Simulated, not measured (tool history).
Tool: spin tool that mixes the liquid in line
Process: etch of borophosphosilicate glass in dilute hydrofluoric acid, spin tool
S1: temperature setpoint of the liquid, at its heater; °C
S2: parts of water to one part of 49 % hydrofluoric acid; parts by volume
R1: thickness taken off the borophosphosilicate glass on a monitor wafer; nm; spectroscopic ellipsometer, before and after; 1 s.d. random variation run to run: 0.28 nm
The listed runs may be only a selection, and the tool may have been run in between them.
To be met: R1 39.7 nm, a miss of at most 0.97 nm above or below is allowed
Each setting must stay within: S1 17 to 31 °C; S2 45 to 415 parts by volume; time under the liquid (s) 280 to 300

{"run": 1, "hour": 0.0, "S1": 23, "S2": 230, "time under the liquid (s)": 280, "R1": 31.984}
{"run": 2, "hour": 8.9, "S1": 23, "S2": 230, "time under the liquid (s)": 300, "R1": 34.581}
{"run": 3, "hour": 14.7, "S1": 23.5, "S2": 230, "time under the liquid (s)": 300, "R1": 35.489}
{"run": 4, "hour": 23.5, "S1": 21.5, "S2": 230, "time under the liquid (s)": 300, "R1": 32.871}
{"run": 5, "hour": 31.2, "S1": 21.5, "S2": 270, "time under the liquid (s)": 300, "R1": 27.079}
{"run": 6, "hour": 39.6, "S1": 21.5, "S2": 270, "time under the liquid (s)": 280, "R1": 24.861}
{"run": 7, "hour": 44.5, "S1": 23.5, "S2": 260, "time under the liquid (s)": 280, "R1": 28.204}
{"run": 8, "hour": 46.2, "S1": 25, "S2": 260, "time under the liquid (s)": 280, "R1": 29.595}

Exactly one of the 5 candidate moves below puts every result within its allowed miss. Which one?
{"run": "A", "hour": 47.9, "S1": 21.5, "S2": 315, "time under the liquid (s)": 280, "R1": "?"}
{"run": "B", "hour": 47.9, "S1": 24, "S2": 285, "time under the liquid (s)": 285, "R1": "?"}
{"run": "C", "hour": 47.9, "S1": 26, "S2": 205, "time under the liquid (s)": 295, "R1": "?"}
{"run": "D", "hour": 47.9, "S1": 20.5, "S2": 190, "time under the liquid (s)": 300, "R1": "?"}
{"run": "E", "hour": 47.9, "S1": 25, "S2": 230, "time under the liquid (s)": 280, "R1": "?"}

move=A R1=20.496
move=B R1=25.91
move=C R1=43.535
move=D R1=39.526
move=E R1=34.574
A: lands further from the targets than the last run did
B: lands further from the targets than the last run did
C: takes the result that was furthest off past its target
D: every result within its allowed miss
E: closes in on the targets versus the last run, not all within tolerance yet
Correct choice: D, which meets every target
